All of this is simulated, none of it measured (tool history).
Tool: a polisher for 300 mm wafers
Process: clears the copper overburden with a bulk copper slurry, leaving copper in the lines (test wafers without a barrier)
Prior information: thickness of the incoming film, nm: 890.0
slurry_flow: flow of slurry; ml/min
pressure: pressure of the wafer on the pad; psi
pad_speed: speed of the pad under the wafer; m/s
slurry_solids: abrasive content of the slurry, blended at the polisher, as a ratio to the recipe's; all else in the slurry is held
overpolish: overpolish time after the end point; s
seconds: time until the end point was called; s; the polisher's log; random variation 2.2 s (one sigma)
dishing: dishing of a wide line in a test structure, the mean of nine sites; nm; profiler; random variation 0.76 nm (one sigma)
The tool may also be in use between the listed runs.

run,day,slurry_flow,pressure,pad_speed,slurry_solids,overpolish,seconds,dishing
1,0,235,2.4,0.94,1,25,128.89,80.058
2,0.021,235,2.4,0.94,1,31,131.41,90.603
3,0.075,235,2.1,0.94,1,25,144.7,75.289
4,0.242,235,1.8,0.94,1,21,167.61,60.419
5,0.446,235,1.8,0.94,1,13,166.57,41.953
6,0.625,235,1.7,0.94,1,13,172.88,38.914
7,0.858,235,1.6,0.94,1,13,183.61,39.028

The next listed run, before its measurement:
8,1.225,235,1.5,0.94,1,13,?,?

Run 8 came out at seconds 195.43 s, dishing 36.469 nm.
